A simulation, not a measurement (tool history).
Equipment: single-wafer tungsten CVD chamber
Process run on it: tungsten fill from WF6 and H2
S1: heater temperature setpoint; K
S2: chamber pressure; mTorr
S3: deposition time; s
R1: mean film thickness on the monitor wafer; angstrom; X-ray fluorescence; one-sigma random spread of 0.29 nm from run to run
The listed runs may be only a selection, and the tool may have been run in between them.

{"run": 1, "hour": 0.0, "S1": 663.15, "S2": 40400, "S3": 23.5, "R1": 626.85}
{"run": 2, "hour": 3.0, "S1": 664.15, "S2": 40500, "S3": 23.5, "R1": 633.11}
{"run": 3, "hour": 10.4, "S1": 665.15, "S2": 40600, "S3": 23.5, "R1": 646.96}
{"run": 4, "hour": 14.0, "S1": 665.15, "S2": 34700, "S3": 23.5, "R1": 586.18}
{"run": 5, "hour": 17.3, "S1": 670.15, "S2": 34700, "S3": 23.5, "R1": 639.63}
{"run": 6, "hour": 21.5, "S1": 670.15, "S2": 34700, "S3": 24.2, "R1": 657.95}
{"run": 7, "hour": 28.7, "S1": 671.15, "S2": 34700, "S3": 24.2, "R1": 671.02}
{"run": 8, "hour": 31.4, "S1": 672.15, "S2": 34700, "S3": 24.2, "R1": 682.66}

Predict the results of run 9:
{"run": 9, "hour": 38.8, "S1": 673.15, "S2": 34800, "S3": 24.2, "R1": "?"}

Run 9 yielded R1 695.15 angstrom.
